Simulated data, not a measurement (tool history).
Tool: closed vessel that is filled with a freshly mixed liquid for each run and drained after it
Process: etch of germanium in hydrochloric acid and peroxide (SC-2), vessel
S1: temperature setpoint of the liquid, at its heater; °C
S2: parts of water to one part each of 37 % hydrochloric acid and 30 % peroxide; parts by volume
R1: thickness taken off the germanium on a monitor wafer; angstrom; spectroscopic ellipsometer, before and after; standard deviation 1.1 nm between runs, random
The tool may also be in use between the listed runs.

{"run": 1, "hour": 0.0, "S1": 50.0, "S2": 9, "time in the liquid (s)": 85, "R1": 1835.5}
{"run": 2, "hour": 0.7, "S1": 45.5, "S2": 9, "time in the liquid (s)": 85, "R1": 1607.2}
{"run": 3, "hour": 2.8, "S1": 45.5, "S2": 9, "time in the liquid (s)": 95, "R1": 1793.0}
{"run": 4, "hour": 7.8, "S1": 44.0, "S2": 9, "time in the liquid (s)": 95, "R1": 1694.3}
{"run": 5, "hour": 13.1, "S1": 44.0, "S2": 9, "time in the liquid (s)": 95, "R1": 1678.0}
{"run": 6, "hour": 21.2, "S1": 44.0, "S2": 9, "time in the liquid (s)": 95, "R1": 1668.4}
{"run": 7, "hour": 25.0, "S1": 42.5, "S2": 9, "time in the liquid (s)": 95, "R1": 1591.4}
{"run": 8, "hour": 29.5, "S1": 41.5, "S2": 9, "time in the liquid (s)": 95, "R1": 1580.3}
{"run": 9, "hour": 31.2, "S1": 40.5, "S2": 9, "time in the liquid (s)": 95, "R1": 1509.4}
{"run": 10, "hour": 33.3, "S1": 39.5, "S2": 9, "time in the liquid (s)": 95, "R1": 1463.9}

Run 11 comes next. What will it give?
{"run": 11, "hour": 39.3, "S1": 39.0, "S2": 9, "time in the liquid (s)": 95, "R1": "?"}

{"run 11": {"R1": 1441.3}}
